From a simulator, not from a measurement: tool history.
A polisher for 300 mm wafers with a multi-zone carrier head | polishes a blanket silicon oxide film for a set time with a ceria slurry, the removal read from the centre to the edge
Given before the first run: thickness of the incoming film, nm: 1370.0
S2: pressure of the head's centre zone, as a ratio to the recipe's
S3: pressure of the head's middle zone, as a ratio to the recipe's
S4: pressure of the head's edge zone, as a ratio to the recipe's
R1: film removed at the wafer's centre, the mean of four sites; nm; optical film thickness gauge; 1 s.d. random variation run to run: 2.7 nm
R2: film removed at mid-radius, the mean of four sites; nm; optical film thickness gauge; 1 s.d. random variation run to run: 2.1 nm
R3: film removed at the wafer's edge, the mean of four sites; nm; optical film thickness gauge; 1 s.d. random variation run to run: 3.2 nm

Run 1, day 0.000: flow of slurry (ml/min) 250, S2 1.00, S3 1.00, S4 1.00, polishing time (s) 56. Result: R1 343.31 nm, R2 333.08 nm, R3 346.69 nm.
Run 2, day 0.079: flow of slurry (ml/min) 250, S2 1.00, S3 0.92, S4 1.00, polishing time (s) 56. Result: R1 344.76 nm, R2 309.80 nm, R3 345.87 nm.
Run 3, day 0.425: flow of slurry (ml/min) 240, S2 0.95, S3 0.90, S4 0.98, polishing time (s) 52. Result: R1 301.32 nm, R2 281.69 nm, R3 324.18 nm.
Run 4, day 0.600: flow of slurry (ml/min) 290, S2 0.95, S3 0.90, S4 0.98, polishing time (s) 52. Result: R1 312.43 nm, R2 291.18 nm, R3 331.96 nm.
Run 5, day 0.750: flow of slurry (ml/min) 270, S2 0.92, S3 0.90, S4 0.95, polishing time (s) 49. Result: R1 287.19 nm, R2 270.03 nm, R3 293.22 nm.
Run 6, day 0.854: flow of slurry (ml/min) 250, S2 0.89, S3 0.89, S4 0.96, polishing time (s) 47. Result: R1 260.30 nm, R2 255.60 nm, R3 284.20 nm.
Run 7, day 1.112: flow of slurry (ml/min) 235, S2 0.87, S3 0.88, S4 0.95, polishing time (s) 47. Result: R1 252.25 nm, R2 247.56 nm, R3 285.23 nm.
Run 8, day 1.433: flow of slurry (ml/min) 235, S2 0.87, S3 0.88, S4 0.95, polishing time (s) 47. Result: R1 249.96 nm, R2 250.21 nm, R3 277.29 nm.
Run 9, day 1.496: flow of slurry (ml/min) 220, S2 0.86, S3 0.87, S4 0.94, polishing time (s) 47. Result: R1 241.48 nm, R2 249.67 nm, R3 279.86 nm.

Estimate the outcome of run 10 from the log above:
Run 10, day 1.779: flow of slurry (ml/min) 215, S2 0.86, S3 0.86, S4 0.93, polishing time (s) 46. Result: R1 ?, R2 ?, R3 ?.

{"run 10": {"R1": 236.42, "R2": 235.47, "R3": 269.02}}
